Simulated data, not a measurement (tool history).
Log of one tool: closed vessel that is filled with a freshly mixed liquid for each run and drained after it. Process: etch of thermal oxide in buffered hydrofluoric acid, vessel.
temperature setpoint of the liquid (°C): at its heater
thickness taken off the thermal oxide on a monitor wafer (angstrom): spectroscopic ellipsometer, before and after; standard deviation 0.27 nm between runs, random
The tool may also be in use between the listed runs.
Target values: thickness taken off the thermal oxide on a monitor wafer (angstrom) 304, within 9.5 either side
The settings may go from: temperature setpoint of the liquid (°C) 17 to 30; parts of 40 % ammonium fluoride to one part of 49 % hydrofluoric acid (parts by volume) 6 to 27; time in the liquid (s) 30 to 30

| run | day | temperature setpoint of the liquid (°C) | parts of 40 % ammonium fluoride to one part of 49 % hydrofluoric acid (parts by volume) | time in the liquid (s) | thickness taken off the thermal oxide on a monitor wafer (angstrom) |
|---|---|---|---|---|---|
| 1 | 0 | 22 | 16.5 | 30 | 211.51 |
| 2 | 0.229 | 22 | 21 | 30 | 166.23 |
| 3 | 0.304 | 24 | 20 | 30 | 189.56 |
| 4 | 0.492 | 20.5 | 20 | 30 | 158.58 |
| 5 | 0.688 | 20.5 | 17.5 | 30 | 180.52 |
| 6 | 1.054 | 22.5 | 17.5 | 30 | 202.22 |
| 7 | 1.125 | 24 | 17.5 | 30 | 216.68 |
| 8 | 1.446 | 25.5 | 17 | 30 | 240.58 |
| 9 | 1.725 | 26.5 | 17 | 30 | 252.13 |
| 10 | 1.992 | 27.5 | 17 | 30 | 269.41 |

Of the 4 settings listed for the next run, only one would bring every result within its allowed miss of target. Which one?
| A | 2.258 | 29 | 19 | 30 | ? |
| B | 2.258 | 27.5 | 18 | 30 | ? |
| C | 2.258 | 30 | 20 | 30 | ? |
| D | 2.258 | 28.5 | 16 | 30 | ? |

| move | thickness taken off the thermal oxide on a monitor wafer (angstrom) |
|---|---|
| A | 264.84 |
| B | 258.03 |
| C | 265.38 |
| D | 305.38 |
A: lands further from the targets than the last run did
B: lands further from the targets than the last run did
C: lands further from the targets than the last run did
D: every result lands within tolerance
Go with D: it meets all targets.

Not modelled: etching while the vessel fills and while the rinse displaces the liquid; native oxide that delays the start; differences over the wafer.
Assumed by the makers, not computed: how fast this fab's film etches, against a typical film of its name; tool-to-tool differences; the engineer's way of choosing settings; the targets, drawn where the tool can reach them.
